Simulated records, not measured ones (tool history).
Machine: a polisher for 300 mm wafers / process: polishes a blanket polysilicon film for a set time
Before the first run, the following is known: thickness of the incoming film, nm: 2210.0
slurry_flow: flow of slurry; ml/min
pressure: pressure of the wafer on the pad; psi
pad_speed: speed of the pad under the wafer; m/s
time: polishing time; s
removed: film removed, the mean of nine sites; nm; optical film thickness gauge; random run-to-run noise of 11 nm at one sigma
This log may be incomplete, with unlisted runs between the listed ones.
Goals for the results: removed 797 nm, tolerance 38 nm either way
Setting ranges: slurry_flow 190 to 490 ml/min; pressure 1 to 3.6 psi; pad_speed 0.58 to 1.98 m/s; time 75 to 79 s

| run | hour | slurry_flow | pressure | pad_speed | time | removed |
|---|---|---|---|---|---|---|
| 1 | 0 | 315 | 2.3 | 1.28 | 75 | 589.69 |
| 2 | 1 | 315 | 1.9 | 1.28 | 75 | 509.94 |
| 3 | 8.9 | 315 | 2.2 | 1.3 | 75 | 562.34 |
| 4 | 13 | 315 | 2.5 | 1.32 | 75 | 636.52 |
| 5 | 21.7 | 315 | 2.5 | 1.32 | 79 | 679.95 |
| 6 | 23.8 | 315 | 2.6 | 1.32 | 79 | 701.31 |
| 7 | 28 | 315 | 2.7 | 1.32 | 79 | 730.28 |
| 8 | 32.4 | 315 | 2.8 | 1.32 | 79 | 738.88 |

4 candidate next runs follow, results not yet known. Just one meets every target within its allowed miss. Identify it.
| A | 36.8 | 425 | 2.6 | 1.56 | 77 | ? |
| B | 36.8 | 230 | 3 | 1.16 | 75 | ? |
| C | 36.8 | 280 | 2.6 | 1.34 | 75 | ? |
| D | 36.8 | 325 | 2.4 | 1.38 | 75 | ? |

| move | removed |
|---|---|
| A | 782.69 |
| B | 664.39 |
| C | 664.72 |
| D | 644.66 |
A: in spec on every target
B: the biggest miss grows against the last run
C: the biggest miss grows against the last run
D: the biggest miss grows against the last run
A is the move that brings every result within its allowed miss.
